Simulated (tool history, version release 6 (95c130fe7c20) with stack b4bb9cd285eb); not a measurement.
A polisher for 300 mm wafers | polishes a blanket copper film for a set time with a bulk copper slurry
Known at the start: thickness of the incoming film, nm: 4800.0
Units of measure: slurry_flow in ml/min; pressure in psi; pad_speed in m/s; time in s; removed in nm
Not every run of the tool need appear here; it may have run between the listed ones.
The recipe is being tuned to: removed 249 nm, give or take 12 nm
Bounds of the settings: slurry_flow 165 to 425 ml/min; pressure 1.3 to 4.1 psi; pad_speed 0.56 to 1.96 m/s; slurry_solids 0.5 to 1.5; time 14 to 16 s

run	hour	slurry_flow	pressure	pad_speed	slurry_solids	time	removed
1	0	275	2.7	1.26	1	16	180.34
2	6.8	275	2.7	1.26	1	14	156.37
3	13.9	275	2.7	1.26	1.15	14	160.33
4	19.9	235	2.7	1.26	1.15	14	154.32
5	26.3	250	3	1.28	1.15	14	173.57
6	27.4	250	3	1.28	1.05	14	168.65
7	34.7	250	3.7	1.34	1.05	14	225.33
8	40.4	260	3.8	1.34	1.05	14	227.61

5 candidate next runs follow, results not yet known. Just one meets every target within its allowed miss. Identify it.
A	46.1	240	4.1	1.1	1.3	16	?
B	46.1	265	3.9	1.42	0.95	16	?
C	46.1	295	3.9	1.64	1.1	14	?
D	46.1	335	4.1	1.4	0.9	16	?
E	46.1	275	3.4	1.44	0.95	15	?

move	removed
A	239.88
B	266.79
C	273.96
D	280.11
E	222.58
A: in spec on every target
B: pushes the last run's worst result past its target
C: pushes the last run's worst result past its target
D: pushes the last run's worst result past its target
E: further off than the last run
Go with A: it meets all targets.

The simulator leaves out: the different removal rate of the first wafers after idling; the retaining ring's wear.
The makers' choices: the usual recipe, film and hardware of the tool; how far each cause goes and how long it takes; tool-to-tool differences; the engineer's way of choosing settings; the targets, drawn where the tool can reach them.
